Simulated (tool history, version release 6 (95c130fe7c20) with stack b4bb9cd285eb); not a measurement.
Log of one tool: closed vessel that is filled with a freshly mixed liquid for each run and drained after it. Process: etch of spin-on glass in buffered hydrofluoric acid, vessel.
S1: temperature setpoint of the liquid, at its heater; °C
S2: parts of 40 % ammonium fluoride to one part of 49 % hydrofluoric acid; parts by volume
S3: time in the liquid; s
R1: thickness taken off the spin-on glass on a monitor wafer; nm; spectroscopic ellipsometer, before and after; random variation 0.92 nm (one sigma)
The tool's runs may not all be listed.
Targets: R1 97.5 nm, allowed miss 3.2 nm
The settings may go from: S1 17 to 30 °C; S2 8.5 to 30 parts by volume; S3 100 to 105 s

Run 1, hour 0: S1 22 °C, S2 23 parts by volume, S3 100 s. Result: R1 146.7 nm.
Run 2, hour 7.7: S1 25 °C, S2 23 parts by volume, S3 100 s. Result: R1 172.97 nm.
Run 3, hour 15.2: S1 26.5 °C, S2 23 parts by volume, S3 100 s. Result: R1 188.02 nm.
Run 4, hour 22.8: S1 23.5 °C, S2 24.5 parts by volume, S3 100 s. Result: R1 152.43 nm.
Run 5, hour 27.1: S1 27 °C, S2 24.5 parts by volume, S3 100 s. Result: R1 185.02 nm.
Run 6, hour 30.3: S1 24 °C, S2 25.5 parts by volume, S3 100 s. Result: R1 153.71 nm.
Run 7, hour 31: S1 22 °C, S2 26.5 parts by volume, S3 100 s. Result: R1 134.08 nm.
Run 8, hour 33.1: S1 20.5 °C, S2 27.5 parts by volume, S3 100 s. Result: R1 119.68 nm.
Run 9, hour 40.6: S1 19.5 °C, S2 28 parts by volume, S3 100 s. Result: R1 112.2 nm.

Which of these 4 next moves meets every target?
Run A, hour 48.1: S1 20 °C, S2 25 parts by volume, S3 105 s. Result: R1 ?.
Run B, hour 48.1: S1 17 °C, S2 29 parts by volume, S3 105 s. Result: R1 ?.
Run C, hour 48.1: S1 19.5 °C, S2 28 parts by volume, S3 105 s. Result: R1 ?.
Run D, hour 48.1: S1 20.5 °C, S2 27 parts by volume, S3 100 s. Result: R1 ?.

move      R1
   A   130.5
   B  99.292
   C  117.31
   D  121.21
A: further off than the last run
B: meets every target
C: further off than the last run
D: further off than the last run
Answer: B
